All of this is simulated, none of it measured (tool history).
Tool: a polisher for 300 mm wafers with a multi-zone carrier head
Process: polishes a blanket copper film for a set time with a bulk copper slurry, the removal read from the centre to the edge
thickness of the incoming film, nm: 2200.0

| run | hour | flow of slurry (ml/min) | pressure of the head's centre zone | pressure of the head's middle zone | pressure of the head's edge zone | abrasive content of the slurry | polishing time (s) | film removed at the wafer's centre (Å) | film removed at mid-radius (Å) | film removed at the wafer's edge (Å) |
|---|---|---|---|---|---|---|---|---|---|---|
| 1 | 0 | 135 | 1 | 1 | 1 | 1 | 37 | 3474.6 | 3434.3 | 3490 |
| 2 | 6.6 | 110 | 1 | 1 | 1 | 1 | 37 | 3311.5 | 3268 | 3338.5 |
| 3 | 11.4 | 105 | 1 | 1 | 0.98 | 1 | 37 | 3211.4 | 3217.2 | 3268.2 |
| 4 | 17.2 | 105 | 1 | 1 | 1.03 | 1 | 37 | 3234.5 | 3189.8 | 3385.8 |
| 5 | 21.5 | 90 | 1 | 1 | 1.03 | 1 | 37 | 2977.9 | 3030.9 | 3212.7 |
| 6 | 24.8 | 90 | 1.01 | 1.01 | 1.01 | 0.95 | 37 | 2982.7 | 3079.8 | 3205.9 |
| 7 | 30.5 | 90 | 1.02 | 1.01 | 0.99 | 0.95 | 37 | 3046.1 | 2989.9 | 3167.9 |
| 8 | 31.9 | 90 | 1.02 | 1.02 | 0.96 | 0.95 | 37 | 3029.6 | 3059.7 | 3124.7 |

The next listed run, before its measurement:
| 9 | 36.9 | 90 | 1.02 | 1.02 | 0.94 | 0.95 | 37 | ? | ? | ? |

film removed at the wafer's centre (Å): 3028.6
film removed at mid-radius (Å): 3065.6
film removed at the wafer's edge (Å): 3112.4
